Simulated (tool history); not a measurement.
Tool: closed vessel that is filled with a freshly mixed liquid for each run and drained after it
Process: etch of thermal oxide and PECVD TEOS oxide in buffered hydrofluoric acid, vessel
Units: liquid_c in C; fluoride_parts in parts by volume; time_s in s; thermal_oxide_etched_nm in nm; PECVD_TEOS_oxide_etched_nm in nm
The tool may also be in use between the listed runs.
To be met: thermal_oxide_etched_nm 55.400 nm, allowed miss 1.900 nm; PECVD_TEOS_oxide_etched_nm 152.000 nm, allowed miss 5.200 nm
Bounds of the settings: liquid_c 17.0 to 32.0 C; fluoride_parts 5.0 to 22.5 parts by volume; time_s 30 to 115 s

Run 1, hour 0.0: liquid_c 24.0 C, fluoride_parts 13.5 parts by volume, time_s 60 s. Result: thermal_oxide_etched_nm 45.222 nm, PECVD_TEOS_oxide_etched_nm 121.150 nm.
Run 2, hour 2.4: liquid_c 24.0 C, fluoride_parts 13.5 parts by volume, time_s 80 s. Result: thermal_oxide_etched_nm 59.210 nm, PECVD_TEOS_oxide_etched_nm 160.860 nm.
Run 3, hour 5.6: liquid_c 23.5 C, fluoride_parts 13.5 parts by volume, time_s 80 s. Result: thermal_oxide_etched_nm 58.624 nm, PECVD_TEOS_oxide_etched_nm 156.410 nm.
Run 4, hour 13.6: liquid_c 23.5 C, fluoride_parts 16.0 parts by volume, time_s 80 s. Result: thermal_oxide_etched_nm 48.380 nm, PECVD_TEOS_oxide_etched_nm 134.490 nm.
Run 5, hour 16.0: liquid_c 23.5 C, fluoride_parts 16.0 parts by volume, time_s 60 s. Result: thermal_oxide_etched_nm 36.308 nm, PECVD_TEOS_oxide_etched_nm 98.517 nm.
Run 6, hour 19.4: liquid_c 23.5 C, fluoride_parts 16.0 parts by volume, time_s 80 s. Result: thermal_oxide_etched_nm 48.536 nm, PECVD_TEOS_oxide_etched_nm 134.050 nm.
Run 7, hour 24.6: liquid_c 24.0 C, fluoride_parts 16.0 parts by volume, time_s 80 s. Result: thermal_oxide_etched_nm 49.039 nm, PECVD_TEOS_oxide_etched_nm 136.410 nm.
Run 8, hour 32.9: liquid_c 24.5 C, fluoride_parts 15.5 parts by volume, time_s 80 s. Result: thermal_oxide_etched_nm 53.202 nm, PECVD_TEOS_oxide_etched_nm 145.060 nm.

Which of these 5 next moves meets every target?
Run A, hour 41.2: liquid_c 25.5 C, fluoride_parts 13.5 parts by volume, time_s 65 s. Result: thermal_oxide_etched_nm ?, PECVD_TEOS_oxide_etched_nm ?.
Run B, hour 41.2: liquid_c 27.5 C, fluoride_parts 9.0 parts by volume, time_s 40 s. Result: thermal_oxide_etched_nm ?, PECVD_TEOS_oxide_etched_nm ?.
Run C, hour 41.2: liquid_c 24.0 C, fluoride_parts 14.5 parts by volume, time_s 80 s. Result: thermal_oxide_etched_nm ?, PECVD_TEOS_oxide_etched_nm ?.
Run D, hour 41.2: liquid_c 28.0 C, fluoride_parts 18.0 parts by volume, time_s 75 s. Result: thermal_oxide_etched_nm ?, PECVD_TEOS_oxide_etched_nm ?.
Run E, hour 41.2: liquid_c 23.5 C, fluoride_parts 12.0 parts by volume, time_s 65 s. Result: thermal_oxide_etched_nm ?, PECVD_TEOS_oxide_etched_nm ?.

move  thermal_oxide_etched_nm  PECVD_TEOS_oxide_etched_nm
   A                   52.308                     140.450
   B                   51.365                     137.920
   C                   55.288                     148.450
   D                   52.082                     139.840
   E                   52.606                     141.250
A: further off than the last run
B: further off than the last run
C: meets every target
D: further off than the last run
E: further off than the last run
Answer: C
